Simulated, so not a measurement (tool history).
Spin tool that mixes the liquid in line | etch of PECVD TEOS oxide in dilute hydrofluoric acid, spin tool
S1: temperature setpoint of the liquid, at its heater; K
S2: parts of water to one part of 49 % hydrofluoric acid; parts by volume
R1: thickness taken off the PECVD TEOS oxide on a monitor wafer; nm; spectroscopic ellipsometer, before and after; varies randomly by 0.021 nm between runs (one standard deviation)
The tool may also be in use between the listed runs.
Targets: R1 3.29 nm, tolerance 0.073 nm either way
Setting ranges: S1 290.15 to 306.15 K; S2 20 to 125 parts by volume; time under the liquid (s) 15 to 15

run 1 day=0 | S1=298.15 S2=70 time_under_the_liquid_(s)=15 | R1=2.4088
run 2 day=0.196 | S1=296.65 S2=70 time_under_the_liquid_(s)=15 | R1=2.2592
run 3 day=0.342 | S1=294.15 S2=70 time_under_the_liquid_(s)=15 | R1=2.0115
run 4 day=0.679 | S1=297.15 S2=70 time_under_the_liquid_(s)=15 | R1=2.2906
run 5 day=0.788 | S1=297.15 S2=45 time_under_the_liquid_(s)=15 | R1=3.6817
run 6 day=0.971 | S1=296.65 S2=45 time_under_the_liquid_(s)=15 | R1=3.6034
run 7 day=1 | S1=296.15 S2=45 time_under_the_liquid_(s)=15 | R1=3.5441
run 8 day=1.2 | S1=295.15 S2=45 time_under_the_liquid_(s)=15 | R1=3.3921

Exercise: of the 5 proposed moves below, exactly one satisfies all targets within the stated allowed misses. Which move is it?
run A day=1.4 | S1=290.15 S2=40 time_under_the_liquid_(s)=15 | R1=?
run B day=1.4 | S1=295.65 S2=45 time_under_the_liquid_(s)=15 | R1=?
run C day=1.4 | S1=297.15 S2=50 time_under_the_liquid_(s)=15 | R1=?
run D day=1.4 | S1=295.65 S2=50 time_under_the_liquid_(s)=15 | R1=?
run E day=1.4 | S1=293.15 S2=40 time_under_the_liquid_(s)=15 | R1=?

move=A R1=3.105
move=B R1=3.4714
move=C R1=3.3032
move=D R1=3.1043
move=E R1=3.5354
A: the result that was furthest off in the last run now lies on the other side of its target
B: further off than the last run
C: every result lands within tolerance
D: the result that was furthest off in the last run now lies on the other side of its target
E: further off than the last run
The right move is C.
